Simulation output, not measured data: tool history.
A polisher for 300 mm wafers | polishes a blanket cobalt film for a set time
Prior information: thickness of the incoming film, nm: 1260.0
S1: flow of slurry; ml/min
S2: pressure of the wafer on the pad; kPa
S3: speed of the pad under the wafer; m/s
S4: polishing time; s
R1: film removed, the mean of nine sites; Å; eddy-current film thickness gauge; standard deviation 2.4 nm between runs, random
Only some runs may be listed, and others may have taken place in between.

Run 1, hour 0.0: S1 125 ml/min, S2 15.9 kPa, S3 1.10 m/s, S4 48 s. Result: R1 2822.4 Å.
Run 2, hour 7.7: S1 125 ml/min, S2 15.2 kPa, S3 1.10 m/s, S4 48 s. Result: R1 2660.8 Å.
Run 3, hour 16.4: S1 125 ml/min, S2 15.2 kPa, S3 0.94 m/s, S4 48 s. Result: R1 2379.7 Å.
Run 4, hour 21.1: S1 125 ml/min, S2 14.5 kPa, S3 0.94 m/s, S4 48 s. Result: R1 2347.2 Å.
Run 5, hour 23.1: S1 125 ml/min, S2 13.8 kPa, S3 0.94 m/s, S4 48 s. Result: R1 2195.1 Å.
Run 6, hour 26.7: S1 125 ml/min, S2 13.8 kPa, S3 0.94 m/s, S4 48 s. Result: R1 2253.3 Å.
Run 7, hour 34.4: S1 125 ml/min, S2 13.1 kPa, S3 0.94 m/s, S4 48 s. Result: R1 2155.3 Å.

Predict the results of run 8:
Run 8, hour 43.3: S1 125 ml/min, S2 13.1 kPa, S3 0.94 m/s, S4 48 s. Result: R1 ?.

R1: 2130.5 Å

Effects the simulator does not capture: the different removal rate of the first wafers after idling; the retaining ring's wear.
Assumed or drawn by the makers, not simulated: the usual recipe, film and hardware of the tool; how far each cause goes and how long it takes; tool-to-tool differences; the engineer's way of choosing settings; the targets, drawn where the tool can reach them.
